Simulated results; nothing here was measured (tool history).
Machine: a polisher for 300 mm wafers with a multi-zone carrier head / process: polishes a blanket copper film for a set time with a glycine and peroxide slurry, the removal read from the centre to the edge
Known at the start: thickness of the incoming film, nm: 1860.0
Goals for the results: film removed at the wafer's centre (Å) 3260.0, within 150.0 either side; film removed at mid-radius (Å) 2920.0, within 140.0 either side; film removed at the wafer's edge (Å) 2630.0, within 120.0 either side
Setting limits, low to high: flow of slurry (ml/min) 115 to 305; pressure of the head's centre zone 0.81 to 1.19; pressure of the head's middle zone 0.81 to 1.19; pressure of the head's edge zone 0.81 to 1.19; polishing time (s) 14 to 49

run  hour  flow of slurry (ml/min)  pressure of the head's centre zone  pressure of the head's middle zone  pressure of the head's edge zone  polishing time (s)  film removed at the wafer's centre (Å)  film removed at mid-radius (Å)  film removed at the wafer's edge (Å)
  1   0.0                      195                                1.00                                1.00                              1.00                  31                                  1910.0                          1892.5                                1878.2
  2   5.0                      200                                1.03                                1.02                              1.00                  33                                  2111.1                          2039.2                                2011.2
  3   7.4                      200                                1.03                                1.02                              0.94                  33                                  2134.6                          2044.0                                1896.9
  4  16.0                      220                                1.03                                1.02                              0.94                  33                                  2161.6                          2083.1                                1932.2
  5  19.3                      220                                0.97                                1.02                              0.94                  33                                  2001.0                          2050.0                                1953.7
  6  22.0                      220                                0.97                                1.02                              0.94                  36                                  2213.5                          2272.0                                2090.7
  7  24.3                      225                                1.00                                1.03                              0.96                  37                                  2344.5                          2329.7                                2276.2
  8  28.1                      225                                1.03                                1.05                              0.95                  38                                  2544.0                          2457.9                                2236.5
  9  36.7                      230                                1.05                                1.06                              0.96                  39                                  2598.1                          2562.4                                2384.3
 10  38.5                      230                                1.07                                1.06                              0.96                  40                                  2755.8                          2662.4                                2417.9
 11  44.1                      230                                1.09                                1.06                              0.96                  40                                  2841.3                          2682.0                                2390.8
 12  48.1                      230                                1.10                                1.06                              0.97                  40                                  2900.9                          2615.7                                2461.1
 13  56.5                      230                                1.11                                1.07                              0.97                  40                                  2746.7                          2669.4                                2380.3
 14  63.6                      230                                1.12                                1.07                              0.97                  41                                  2917.1                          2758.9                                2472.1
 15  68.3                      235                                1.13                                1.07                              0.97                  41                                  2975.1                          2698.6                                2462.0
 16  76.7                      235                                1.14                                1.07                              0.97                  41                                  2961.1                          2684.0                                2444.3
 17  82.4                      235                                1.15                                1.07                              0.97                  41                                  3085.8                          2808.4                                2464.5

Below are 5 possible settings for the next run. Only one of them brings all results inside the allowed miss of their targets. Which is it?
  A  88.1                      215                                1.17                                0.96                              0.96                  44                                       ?                               ?                                     ?
  B  88.1                      235                                1.16                                0.98                              0.97                  43                                       ?                               ?                                     ?
  C  88.1                      205                                1.07                                1.16                              1.07                  43                                       ?                               ?                                     ?
  D  88.1                      255                                1.19                                0.91                              0.90                  45                                       ?                               ?                                     ?
  E  88.1                      185                                1.19                                1.10                              0.97                  44                                       ?                               ?                                     ?

move  film removed at the wafer's centre (Å)  film removed at mid-radius (Å)  film removed at the wafer's edge (Å)
   A                                  3251.2                          2584.3                                2653.6
   B                                  3193.6                          2601.3                                2629.2
   C                                  2885.2                          2947.2                                2712.2
   D                                  3466.5                          2584.7                                2679.8
   E                                  3223.7                          2832.3                                2615.6
A: corrects the largest miss of the last run, while another result sits out of spec
B: corrects the largest miss of the last run, while another result sits out of spec
C: corrects the largest miss of the last run, while another result sits out of spec
D: corrects the largest miss of the last run, while another result sits out of spec
E: every result lands within tolerance
E is the move that brings every result within its allowed miss.
